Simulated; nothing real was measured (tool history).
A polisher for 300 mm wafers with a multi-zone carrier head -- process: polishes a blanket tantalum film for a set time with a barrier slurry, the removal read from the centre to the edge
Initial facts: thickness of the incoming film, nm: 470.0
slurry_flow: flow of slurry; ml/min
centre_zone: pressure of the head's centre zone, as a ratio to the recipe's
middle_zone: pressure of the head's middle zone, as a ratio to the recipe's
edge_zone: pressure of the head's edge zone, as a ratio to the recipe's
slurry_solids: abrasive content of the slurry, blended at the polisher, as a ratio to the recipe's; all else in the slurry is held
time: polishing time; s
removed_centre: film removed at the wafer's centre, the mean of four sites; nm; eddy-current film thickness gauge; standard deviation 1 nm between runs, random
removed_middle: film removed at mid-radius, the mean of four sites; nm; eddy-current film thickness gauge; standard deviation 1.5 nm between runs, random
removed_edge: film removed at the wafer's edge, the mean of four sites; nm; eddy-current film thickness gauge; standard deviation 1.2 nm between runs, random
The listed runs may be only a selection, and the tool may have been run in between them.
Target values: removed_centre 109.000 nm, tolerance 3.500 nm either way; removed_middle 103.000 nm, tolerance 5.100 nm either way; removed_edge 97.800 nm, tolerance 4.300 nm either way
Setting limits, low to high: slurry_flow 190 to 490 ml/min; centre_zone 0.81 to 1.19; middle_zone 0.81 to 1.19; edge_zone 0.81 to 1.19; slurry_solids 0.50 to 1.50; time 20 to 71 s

run	hour	slurry_flow	centre_zone	middle_zone	edge_zone	slurry_solids	time	removed_centre	removed_middle	removed_edge
1	0.0	315	1.00	1.00	1.00	1.00	45	69.869	70.887	69.740
2	6.1	320	1.03	1.02	1.02	1.10	46	76.029	77.012	73.129
3	12.3	320	1.05	1.02	1.04	1.20	48	83.357	83.034	80.263
4	18.8	320	1.05	1.02	1.00	1.20	48	82.163	79.292	75.843
5	23.4	325	1.08	1.03	1.04	1.25	48	87.454	82.077	80.953
6	30.3	330	1.10	1.06	1.06	1.30	48	89.076	85.874	81.969
7	31.5	335	1.12	1.07	1.08	1.35	49	92.765	88.523	85.761
8	40.3	335	1.13	1.08	1.09	1.40	50	98.591	92.399	86.906
9	42.7	340	1.13	1.08	1.11	1.40	51	100.030	92.518	89.820
10	50.8	340	1.13	1.09	1.12	1.40	52	100.880	95.951	94.138
11	56.0	340	1.14	1.10	1.12	1.40	52	103.040	97.830	93.238
12	63.2	340	1.14	1.10	1.12	1.40	52	101.430	95.765	92.395
13	67.7	340	1.14	1.11	1.12	1.40	52	102.620	98.280	92.560
14	69.1	340	1.14	1.11	1.13	1.40	52	100.940	97.640	93.017
15	73.7	340	1.15	1.11	1.13	1.40	52	102.240	101.260	91.970
16	81.7	340	1.15	1.11	1.14	1.40	52	103.630	98.823	93.002
17	87.8	340	1.15	1.11	1.15	1.40	52	104.490	98.831	94.414

Which of these 5 next moves meets every target?
A	93.9	340	1.19	1.12	1.17	1.45	53	?	?	?
B	93.9	360	1.19	1.05	1.12	1.50	51	?	?	?
C	93.9	430	1.19	1.19	0.99	1.35	53	?	?	?
D	93.9	360	1.11	1.12	1.10	1.50	53	?	?	?
E	93.9	385	1.00	1.14	1.12	1.50	55	?	?	?

move	removed_centre	removed_middle	removed_edge
A	108.760	99.554	99.617
B	105.940	91.778	94.870
C	108.940	104.860	91.141
D	102.990	100.830	97.601
E	97.208	106.820	102.580
A: all results land within tolerance of their targets
B: gets the furthest-off result to its target, but another result is out of tolerance
C: gets the furthest-off result to its target, but another result is out of tolerance
D: the biggest miss grows against the last run
E: the biggest miss grows against the last run
Answer: A

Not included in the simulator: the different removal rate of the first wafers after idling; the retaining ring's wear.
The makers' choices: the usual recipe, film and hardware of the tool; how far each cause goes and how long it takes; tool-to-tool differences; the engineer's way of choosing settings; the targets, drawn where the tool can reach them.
